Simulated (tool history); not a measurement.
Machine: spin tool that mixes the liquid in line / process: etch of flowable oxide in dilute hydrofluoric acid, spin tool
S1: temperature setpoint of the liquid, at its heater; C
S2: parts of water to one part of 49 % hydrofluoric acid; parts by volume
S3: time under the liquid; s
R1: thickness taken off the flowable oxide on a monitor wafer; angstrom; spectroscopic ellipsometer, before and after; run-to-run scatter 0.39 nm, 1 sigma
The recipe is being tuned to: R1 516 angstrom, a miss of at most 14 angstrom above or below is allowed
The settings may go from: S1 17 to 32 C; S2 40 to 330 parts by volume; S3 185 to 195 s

run	hour	S1	S2	S3	R1
1	0	24	185	185	193.78
2	5.6	26	155	185	262.53
3	6.2	26	155	195	277.58
4	8.2	24	155	195	257.11
5	15.5	26.5	140	195	319.18
6	22.8	26.5	140	185	304.3
7	30.9	30.5	80	185	662.81
8	39.4	26.5	80	185	571.45
9	43.2	25.5	80	185	550.67
10	45.6	25	80	185	538.34

Which one of the following 4 next-run settings gets every result inside its allowed miss? There is exactly one.
A	48	25	80	190	?
B	48	22.5	75	195	?
C	48	24.5	85	195	?
D	48	23	85	195	?

move	R1
A	554.62
B	552.35
C	521.79
D	491.29
A: the biggest miss grows against the last run
B: the biggest miss grows against the last run
C: meets every target
D: pushes the last run's worst result past its target
C is the move that brings every result within its allowed miss.

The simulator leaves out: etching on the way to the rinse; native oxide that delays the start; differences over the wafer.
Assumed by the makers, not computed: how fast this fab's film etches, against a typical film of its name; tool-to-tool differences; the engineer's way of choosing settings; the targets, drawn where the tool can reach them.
